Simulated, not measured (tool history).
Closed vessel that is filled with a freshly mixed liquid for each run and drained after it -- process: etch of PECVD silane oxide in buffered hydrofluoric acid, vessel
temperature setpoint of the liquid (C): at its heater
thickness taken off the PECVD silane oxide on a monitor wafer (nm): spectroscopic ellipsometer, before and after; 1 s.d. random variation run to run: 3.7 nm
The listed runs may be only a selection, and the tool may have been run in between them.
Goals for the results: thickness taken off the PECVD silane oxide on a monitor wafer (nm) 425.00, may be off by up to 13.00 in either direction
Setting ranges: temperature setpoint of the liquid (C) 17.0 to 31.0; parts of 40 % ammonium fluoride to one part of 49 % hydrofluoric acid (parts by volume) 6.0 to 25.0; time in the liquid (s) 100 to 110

run	day	temperature setpoint of the liquid (C)	parts of 40 % ammonium fluoride to one part of 49 % hydrofluoric acid (parts by volume)	time in the liquid (s)	thickness taken off the PECVD silane oxide on a monitor wafer (nm)
1	0.000	23.0	15.5	100	261.05
2	0.288	20.0	15.5	100	221.69
3	0.367	20.0	15.5	100	223.62
4	0.408	17.0	15.5	100	186.26
5	0.467	17.0	18.5	100	155.02
6	0.550	19.5	18.0	100	182.93
7	0.583	21.5	17.5	100	214.13
8	0.700	23.0	17.0	100	235.21
9	0.733	27.0	12.5	100	394.83

Pick the move, out of 4, that brings all results within their allowed miss; only one does.
A	0.767	27.0	13.5	105	?
B	0.767	29.0	13.0	100	?
C	0.767	26.0	13.0	100	?
D	0.767	25.0	13.5	105	?

move	thickness taken off the PECVD silane oxide on a monitor wafer (nm)
A	391.25
B	430.05
C	366.43
D	351.28
A: misses by more than the last run did
B: every result within its allowed miss
C: misses by more than the last run did
D: misses by more than the last run did
Answer: B

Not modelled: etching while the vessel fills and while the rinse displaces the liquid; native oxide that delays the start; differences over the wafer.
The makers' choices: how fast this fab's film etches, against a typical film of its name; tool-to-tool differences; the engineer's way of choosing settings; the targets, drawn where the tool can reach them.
